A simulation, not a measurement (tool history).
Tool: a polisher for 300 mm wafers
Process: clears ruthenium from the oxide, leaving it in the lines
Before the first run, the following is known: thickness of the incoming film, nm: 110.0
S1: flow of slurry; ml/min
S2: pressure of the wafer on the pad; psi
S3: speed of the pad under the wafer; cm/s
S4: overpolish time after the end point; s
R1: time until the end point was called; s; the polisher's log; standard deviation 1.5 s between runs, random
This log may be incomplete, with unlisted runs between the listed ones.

run 1 hour=0.0 | S1=220 S2=1.3 S3=124 S4=6 | R1=128.290
run 2 hour=6.2 | S1=220 S2=1.7 S3=124 S4=6 | R1=95.860
run 3 hour=13.5 | S1=220 S2=1.7 S3=152 S4=6 | R1=83.735
run 4 hour=15.1 | S1=245 S2=1.7 S3=152 S4=6 | R1=83.808
run 5 hour=18.0 | S1=245 S2=1.7 S3=152 S4=6 | R1=82.911
run 6 hour=22.0 | S1=245 S2=1.5 S3=150 S4=6 | R1=96.577
run 7 hour=25.5 | S1=245 S2=1.3 S3=148 S4=6 | R1=108.480
run 8 hour=34.0 | S1=245 S2=1.3 S3=148 S4=6 | R1=109.860

Run 9 is up next; what results do you expect?
run 9 hour=41.8 | S1=245 S2=1.2 S3=148 S4=6 | R1=?

Run 9 produced R1 118.490 s.
